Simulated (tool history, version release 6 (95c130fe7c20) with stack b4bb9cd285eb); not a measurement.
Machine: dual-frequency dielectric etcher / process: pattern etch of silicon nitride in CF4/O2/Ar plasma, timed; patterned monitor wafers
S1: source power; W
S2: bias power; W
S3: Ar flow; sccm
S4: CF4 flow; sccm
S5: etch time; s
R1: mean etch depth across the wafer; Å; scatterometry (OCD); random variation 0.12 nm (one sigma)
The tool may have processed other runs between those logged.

run,hour,S1,S2,S3,S4,S5,R1
1,0.0,680,48,75,126,22.5,630.05
2,7.1,680,48,75,145,22.5,636.58
3,14.2,640,47,75,145,22.5,596.42
4,23.0,610,47,75,145,22.5,569.58
5,24.1,610,47,75,145,23.5,598.80
6,26.9,580,47,75,145,23.5,570.10

Forecast run 7:
7,35.8,440,42,77,142,23.5,?

R1: 418.64 Å
